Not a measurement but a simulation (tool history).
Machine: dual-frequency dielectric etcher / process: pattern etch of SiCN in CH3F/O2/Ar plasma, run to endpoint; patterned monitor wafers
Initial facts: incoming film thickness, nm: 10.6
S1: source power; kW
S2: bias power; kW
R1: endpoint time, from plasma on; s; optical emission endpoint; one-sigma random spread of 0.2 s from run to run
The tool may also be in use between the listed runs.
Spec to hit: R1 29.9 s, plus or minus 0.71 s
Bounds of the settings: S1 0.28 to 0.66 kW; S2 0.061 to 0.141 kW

run 1 day=0 | S1=0.47 S2=0.101 | R1=23.875
run 2 day=0.192 | S1=0.43 S2=0.101 | R1=24.965
run 3 day=0.462 | S1=0.49 S2=0.101 | R1=23.263
run 4 day=0.538 | S1=0.49 S2=0.114 | R1=22.659
run 5 day=0.708 | S1=0.49 S2=0.099 | R1=23.511
run 6 day=0.942 | S1=0.47 S2=0.097 | R1=24.078
run 7 day=1.067 | S1=0.45 S2=0.095 | R1=24.829
run 8 day=1.221 | S1=0.43 S2=0.094 | R1=24.906

Pick the move, out of 5, that brings all results within their allowed miss; only one does.
run A day=1.375 | S1=0.31 S2=0.065 | R1=?
run B day=1.375 | S1=0.66 S2=0.132 | R1=?
run C day=1.375 | S1=0.56 S2=0.116 | R1=?
run D day=1.375 | S1=0.35 S2=0.062 | R1=?
run E day=1.375 | S1=0.31 S2=0.066 | R1=?

move=A R1=31.434
move=B R1=19.365
move=C R1=21.416
move=D R1=30.239
move=E R1=31.324
A: takes the biggest miss from the last run beyond its target
B: misses by more than the last run did
C: misses by more than the last run did
D: all results in spec
E: takes the biggest miss from the last run beyond its target
D is the move that brings every result within its allowed miss.
